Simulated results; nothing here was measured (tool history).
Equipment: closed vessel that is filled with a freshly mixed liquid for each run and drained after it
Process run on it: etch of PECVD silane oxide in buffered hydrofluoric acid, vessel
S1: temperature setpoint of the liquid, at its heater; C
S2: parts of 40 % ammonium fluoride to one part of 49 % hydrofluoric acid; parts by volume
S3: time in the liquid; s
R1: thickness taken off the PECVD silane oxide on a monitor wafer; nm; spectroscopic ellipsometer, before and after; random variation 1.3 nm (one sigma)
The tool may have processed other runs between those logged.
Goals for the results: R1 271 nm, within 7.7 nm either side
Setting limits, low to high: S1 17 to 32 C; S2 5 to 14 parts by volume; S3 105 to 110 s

run  hour    S1   S2   S3      R1
  1     0    24  8.5  105  380.82
  2   3.6    26  8.5  105  427.66
  3     7    26  8.5  105   427.5
  4  15.8    25  8.5  105  408.79
  5  18.4    25  8.5  110  423.32
  6  23.5    25  8.5  105  404.27
  7  29.9    24  8.5  105  385.13
  8  31.2    23  8.5  105  362.13
  9  38.2  22.5  8.5  105  353.02
 10    44    22  8.5  105  344.94
 11  47.7  21.5  8.5  105  332.94
 12  55.3    21  8.5  105  322.55
 13    61  20.5  8.5  105  313.71
 14  64.4    20  8.5  105  306.74

Next run, 4 choices. One meets every target within its allowed miss, the rest don't. Which?
  A  67.8  20.5   9.5  105   ?
  B  67.8  22.5  11.5  110   ?
  C  67.8  18.5   9.5  110   ?
  D  67.8  17.5     8  110   ?

move      R1
   A  286.61
   B  283.43
   C  268.36
   D  298.13
A: gains on the last run, yet a result remains outside its allowed miss
B: gains on the last run, yet a result remains outside its allowed miss
C: meets every target
D: gains on the last run, yet a result remains outside its allowed miss
So the answer is move C, the one that meets all the targets.
